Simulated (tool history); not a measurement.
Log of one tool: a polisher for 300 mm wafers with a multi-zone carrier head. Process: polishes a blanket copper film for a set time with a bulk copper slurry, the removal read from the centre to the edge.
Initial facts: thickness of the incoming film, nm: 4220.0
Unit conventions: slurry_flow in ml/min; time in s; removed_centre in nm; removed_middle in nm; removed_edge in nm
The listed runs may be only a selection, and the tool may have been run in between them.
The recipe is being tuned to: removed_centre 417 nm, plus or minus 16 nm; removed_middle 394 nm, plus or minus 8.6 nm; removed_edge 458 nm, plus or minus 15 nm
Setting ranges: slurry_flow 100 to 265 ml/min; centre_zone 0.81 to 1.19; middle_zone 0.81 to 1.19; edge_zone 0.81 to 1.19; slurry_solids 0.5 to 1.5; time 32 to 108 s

{"run": 1, "hour": 0.0, "slurry_flow": 170, "centre_zone": 1, "middle_zone": 1, "edge_zone": 1, "slurry_solids": 1, "time": 70, "removed_centre": 665.35, "removed_middle": 652.69, "removed_edge": 688.64}
{"run": 2, "hour": 8.0, "slurry_flow": 155, "centre_zone": 0.97, "middle_zone": 0.95, "edge_zone": 0.96, "slurry_solids": 0.85, "time": 66, "removed_centre": 571.55, "removed_middle": 566.02, "removed_edge": 612.11}
{"run": 3, "hour": 16.5, "slurry_flow": 120, "centre_zone": 0.97, "middle_zone": 0.95, "edge_zone": 0.96, "slurry_solids": 0.85, "time": 66, "removed_centre": 537.39, "removed_middle": 540.56, "removed_edge": 586.59}
{"run": 4, "hour": 18.6, "slurry_flow": 120, "centre_zone": 1.04, "middle_zone": 0.95, "edge_zone": 0.96, "slurry_solids": 0.85, "time": 66, "removed_centre": 579.79, "removed_middle": 537.5, "removed_edge": 584.8}
{"run": 5, "hour": 27.2, "slurry_flow": 115, "centre_zone": 1.02, "middle_zone": 0.92, "edge_zone": 0.94, "slurry_solids": 0.75, "time": 63, "removed_centre": 524.98, "removed_middle": 483.03, "removed_edge": 533.8}
{"run": 6, "hour": 32.5, "slurry_flow": 110, "centre_zone": 0.99, "middle_zone": 0.89, "edge_zone": 0.92, "slurry_solids": 0.65, "time": 62, "removed_centre": 484.55, "removed_middle": 448.17, "removed_edge": 508.2}
{"run": 7, "hour": 33.5, "slurry_flow": 110, "centre_zone": 0.97, "middle_zone": 0.87, "edge_zone": 0.9, "slurry_solids": 0.6, "time": 61, "removed_centre": 468.14, "removed_middle": 428.04, "removed_edge": 489.78}
{"run": 8, "hour": 40.5, "slurry_flow": 110, "centre_zone": 0.97, "middle_zone": 0.87, "edge_zone": 0.9, "slurry_solids": 0.6, "time": 61, "removed_centre": 451.49, "removed_middle": 428.3, "removed_edge": 491.37}
{"run": 9, "hour": 48.0, "slurry_flow": 110, "centre_zone": 0.97, "middle_zone": 0.86, "edge_zone": 0.88, "slurry_solids": 0.55, "time": 61, "removed_centre": 453.39, "removed_middle": 422.61, "removed_edge": 482.75}
{"run": 10, "hour": 51.3, "slurry_flow": 110, "centre_zone": 0.96, "middle_zone": 0.85, "edge_zone": 0.87, "slurry_solids": 0.55, "time": 61, "removed_centre": 451.18, "removed_middle": 414.47, "removed_edge": 482.19}
{"run": 11, "hour": 59.4, "slurry_flow": 110, "centre_zone": 0.95, "middle_zone": 0.85, "edge_zone": 0.86, "slurry_solids": 0.55, "time": 60, "removed_centre": 438.61, "removed_middle": 412.18, "removed_edge": 462.86}

Pick the move, out of 5, that brings all results within their allowed miss; only one does.
{"run": "A", "hour": 67.5, "slurry_flow": 100, "centre_zone": 0.92, "middle_zone": 0.82, "edge_zone": 0.81, "slurry_solids": 0.5, "time": 62, "removed_centre": "?", "removed_middle": "?", "removed_edge": "?"}
{"run": "B", "hour": 67.5, "slurry_flow": 130, "centre_zone": 0.97, "middle_zone": 0.84, "edge_zone": 0.81, "slurry_solids": 0.6, "time": 57, "removed_centre": "?", "removed_middle": "?", "removed_edge": "?"}
{"run": "C", "hour": 67.5, "slurry_flow": 120, "centre_zone": 0.95, "middle_zone": 0.81, "edge_zone": 0.83, "slurry_solids": 0.65, "time": 58, "removed_centre": "?", "removed_middle": "?", "removed_edge": "?"}
{"run": "D", "hour": 67.5, "slurry_flow": 160, "centre_zone": 0.83, "middle_zone": 0.83, "edge_zone": 0.83, "slurry_solids": 0.5, "time": 55, "removed_centre": "?", "removed_middle": "?", "removed_edge": "?"}
{"run": "E", "hour": 67.5, "slurry_flow": 125, "centre_zone": 0.98, "middle_zone": 0.9, "edge_zone": 0.84, "slurry_solids": 0.5, "time": 59, "removed_centre": "?", "removed_middle": "?", "removed_edge": "?"}

move=A removed_centre=423.32 removed_middle=391.62 removed_edge=461.92
move=B removed_centre=455.81 removed_middle=403.24 removed_edge=456.17
move=C removed_centre=448.93 removed_middle=394.93 removed_edge=467.75
move=D removed_centre=385.67 removed_middle=393.35 removed_edge=448.01
move=E removed_centre=460.95 removed_middle=427.58 removed_edge=464.8
A: meets every target
B: lands further from the targets than the last run did
C: gets the furthest-off result to its target, but another result is out of tolerance
D: gets the furthest-off result to its target, but another result is out of tolerance
E: lands further from the targets than the last run did
The move that meets every target is A.
